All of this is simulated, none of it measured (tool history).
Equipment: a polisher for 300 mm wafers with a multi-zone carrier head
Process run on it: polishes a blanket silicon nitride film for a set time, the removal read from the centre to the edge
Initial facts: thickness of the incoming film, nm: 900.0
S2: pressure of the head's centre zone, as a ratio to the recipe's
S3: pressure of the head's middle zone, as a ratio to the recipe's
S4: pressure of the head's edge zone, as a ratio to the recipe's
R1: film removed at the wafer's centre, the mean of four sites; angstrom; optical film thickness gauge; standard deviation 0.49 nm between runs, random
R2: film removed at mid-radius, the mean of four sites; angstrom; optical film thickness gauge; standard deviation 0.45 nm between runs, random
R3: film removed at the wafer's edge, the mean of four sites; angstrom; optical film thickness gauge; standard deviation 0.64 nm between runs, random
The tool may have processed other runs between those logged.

Run 1, day 0.000: flow of slurry (ml/min) 265, S2 1.00, S3 1.00, S4 1.00, polishing time (s) 87. Result: R1 931.68 angstrom, R2 924.95 angstrom, R3 924.74 angstrom.
Run 2, day 0.317: flow of slurry (ml/min) 260, S2 0.98, S3 0.98, S4 0.99, polishing time (s) 85. Result: R1 889.97 angstrom, R2 874.46 angstrom, R3 891.81 angstrom.
Run 3, day 0.617: flow of slurry (ml/min) 260, S2 0.98, S3 0.98, S4 0.99, polishing time (s) 75. Result: R1 790.63 angstrom, R2 776.34 angstrom, R3 790.17 angstrom.
Run 4, day 0.979: flow of slurry (ml/min) 260, S2 0.98, S3 0.93, S4 0.99, polishing time (s) 75. Result: R1 770.08 angstrom, R2 753.72 angstrom, R3 797.92 angstrom.
Run 5, day 1.229: flow of slurry (ml/min) 255, S2 0.97, S3 0.91, S4 0.98, polishing time (s) 75. Result: R1 771.58 angstrom, R2 744.33 angstrom, R3 789.47 angstrom.
Run 6, day 1.421: flow of slurry (ml/min) 255, S2 0.97, S3 0.98, S4 0.98, polishing time (s) 75. Result: R1 774.06 angstrom, R2 767.52 angstrom, R3 806.13 angstrom.
Run 7, day 1.742: flow of slurry (ml/min) 260, S2 0.95, S3 0.97, S4 0.97, polishing time (s) 74. Result: R1 738.70 angstrom, R2 761.89 angstrom, R3 778.87 angstrom.
Run 8, day 1.867: flow of slurry (ml/min) 250, S2 0.94, S3 0.95, S4 0.97, polishing time (s) 74. Result: R1 732.98 angstrom, R2 747.54 angstrom, R3 773.89 angstrom.
Run 9, day 1.904: flow of slurry (ml/min) 250, S2 0.94, S3 0.95, S4 0.97, polishing time (s) 74. Result: R1 737.29 angstrom, R2 749.66 angstrom, R3 771.49 angstrom.
Run 10, day 2.021: flow of slurry (ml/min) 245, S2 0.93, S3 0.93, S4 0.98, polishing time (s) 73. Result: R1 720.81 angstrom, R2 722.87 angstrom, R3 782.42 angstrom.

Run 11 comes next. What will it give?
Run 11, day 2.288: flow of slurry (ml/min) 240, S2 0.92, S3 0.92, S4 0.97, polishing time (s) 73. Result: R1 ?, R2 ?, R3 ?.

R1: 708.12 angstrom
R2: 716.54 angstrom
R3: 769.66 angstrom

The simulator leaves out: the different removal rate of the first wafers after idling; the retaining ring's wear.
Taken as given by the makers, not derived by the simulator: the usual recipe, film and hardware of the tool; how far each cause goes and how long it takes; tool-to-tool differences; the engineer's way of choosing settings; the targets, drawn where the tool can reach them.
